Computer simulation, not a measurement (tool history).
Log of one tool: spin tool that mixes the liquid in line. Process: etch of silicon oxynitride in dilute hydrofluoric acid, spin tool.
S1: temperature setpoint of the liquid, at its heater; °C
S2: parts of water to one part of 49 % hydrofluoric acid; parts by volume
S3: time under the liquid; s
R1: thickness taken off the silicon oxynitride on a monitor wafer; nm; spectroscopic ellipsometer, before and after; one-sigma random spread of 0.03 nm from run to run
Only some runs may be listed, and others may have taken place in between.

Run 1, day 0: S1 25 °C, S2 205 parts by volume, S3 260 s. Result: R1 3.2281 nm.
Run 2, day 0.375: S1 24.5 °C, S2 210 parts by volume, S3 260 s. Result: R1 2.9903 nm.
Run 3, day 0.412: S1 24 °C, S2 215 parts by volume, S3 260 s. Result: R1 2.8482 nm.
Run 4, day 0.75: S1 27 °C, S2 215 parts by volume, S3 260 s. Result: R1 3.2533 nm.
Run 5, day 0.792: S1 27 °C, S2 215 parts by volume, S3 280 s. Result: R1 3.5851 nm.
Run 6, day 1.112: S1 27 °C, S2 155 parts by volume, S3 280 s. Result: R1 5.1952 nm.
Run 7, day 1.454: S1 26 °C, S2 170 parts by volume, S3 280 s. Result: R1 4.4293 nm.
Run 8, day 1.792: S1 25 °C, S2 180 parts by volume, S3 280 s. Result: R1 3.9814 nm.
Run 9, day 2.117: S1 25 °C, S2 180 parts by volume, S3 280 s. Result: R1 4.0939 nm.
Run 10, day 2.375: S1 24.5 °C, S2 190 parts by volume, S3 280 s. Result: R1 3.7031 nm.

For run 11, what comes out?
Run 11, day 2.475: S1 24 °C, S2 200 parts by volume, S3 280 s. Result: R1 ?.

{"run 11": {"R1": 3.3687}}

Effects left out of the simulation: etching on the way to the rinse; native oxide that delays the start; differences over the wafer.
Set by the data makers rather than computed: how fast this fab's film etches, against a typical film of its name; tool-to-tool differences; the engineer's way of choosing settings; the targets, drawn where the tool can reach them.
